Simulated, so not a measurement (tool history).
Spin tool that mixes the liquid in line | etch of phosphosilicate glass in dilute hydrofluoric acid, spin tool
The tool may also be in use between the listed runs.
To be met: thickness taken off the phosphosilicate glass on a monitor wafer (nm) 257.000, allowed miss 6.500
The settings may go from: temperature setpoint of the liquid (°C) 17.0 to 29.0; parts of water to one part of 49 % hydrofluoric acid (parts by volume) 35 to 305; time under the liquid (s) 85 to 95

run  hour  temperature setpoint of the liquid (°C)  parts of water to one part of 49 % hydrofluoric acid (parts by volume)  time under the liquid (s)  thickness taken off the phosphosilicate glass on a monitor wafer (nm)
  1   0.0                                     21.0                                                                     170                         85                                                                 87.134
  2   1.6                                     23.5                                                                     170                         85                                                                 94.507
  3   8.6                                     24.0                                                                     155                         85                                                                107.390
  4  15.0                                     24.5                                                                     140                         85                                                                124.110
  5  24.0                                     24.5                                                                     160                         85                                                                106.600
  6  31.8                                     24.5                                                                     160                         95                                                                119.300
  7  40.1                                     25.0                                                                     150                         95                                                                130.280
  8  46.1                                     25.5                                                                     140                         95                                                                143.110
  9  55.0                                     29.0                                                                      70                         95                                                                358.760
     58.9  -- hydrofluoric acid flow meter replaced
 10  58.9                                     28.0                                                                      70                         95                                                                324.230
 11  67.9                                     27.5                                                                      70                         95                                                                316.630
 12  74.4                                     27.0                                                                      70                         95                                                                308.480

5 next moves are on the table. One of them brings every result within its allowed miss. Which?
  A  80.9                                     26.5                                                                      55                         90                                                                      ?
  B  80.9                                     25.5                                                                      75                         90                                                                      ?
  C  80.9                                     26.0                                                                      80                         90                                                                      ?
  D  80.9                                     29.0                                                                      85                         85                                                                      ?
  E  80.9                                     28.5                                                                      60                         95                                                                      ?

move  thickness taken off the phosphosilicate glass on a monitor wafer (nm)
   A                                                                376.510
   B                                                                258.150
   C                                                                245.230
   D                                                                243.310
   E                                                                391.650
A: further off than the last run
B: meets every target
C: takes the result that was furthest off past its target
D: takes the result that was furthest off past its target
E: further off than the last run
Move B is the one to make.
